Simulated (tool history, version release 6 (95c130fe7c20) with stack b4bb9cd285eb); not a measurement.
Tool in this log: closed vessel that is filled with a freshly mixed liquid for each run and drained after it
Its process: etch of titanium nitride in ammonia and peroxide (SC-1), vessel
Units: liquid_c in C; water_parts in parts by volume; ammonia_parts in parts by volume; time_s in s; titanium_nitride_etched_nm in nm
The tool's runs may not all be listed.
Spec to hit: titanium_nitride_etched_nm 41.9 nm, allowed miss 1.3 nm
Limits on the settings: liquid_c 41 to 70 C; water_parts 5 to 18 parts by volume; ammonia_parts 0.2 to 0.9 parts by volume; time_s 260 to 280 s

run	day	liquid_c	water_parts	ammonia_parts	time_s	titanium_nitride_etched_nm
1	0	57	10	0.5	260	20.48
2	0.2	59	10	0.5	260	23.314
3	0.467	59	10	0.5	260	23.467
4	0.688	59	10	0.5	260	23.405
5	0.867	60.5	10	0.5	260	26.123
6	0.971	61.5	10	0.5	260	27.749
7	1.158	62.5	10	0.5	260	29.02
8	1.238	63.5	10	0.5	260	31.73
9	1.538	64	10	0.5	260	33.012

Exactly one of the 4 candidate moves below puts every result within its allowed miss. Which one?
A	1.838	64	6	0.5	280	?
B	1.838	66.5	9.5	0.45	280	?
C	1.838	68.5	10.5	0.45	280	?
D	1.838	67.5	9.5	0.5	280	?

move	titanium_nitride_etched_nm
A	45.64
B	41.741
C	44.901
D	45.273
A: takes the biggest miss from the last run beyond its target
B: all results in spec
C: takes the biggest miss from the last run beyond its target
D: takes the biggest miss from the last run beyond its target
The right move is B.

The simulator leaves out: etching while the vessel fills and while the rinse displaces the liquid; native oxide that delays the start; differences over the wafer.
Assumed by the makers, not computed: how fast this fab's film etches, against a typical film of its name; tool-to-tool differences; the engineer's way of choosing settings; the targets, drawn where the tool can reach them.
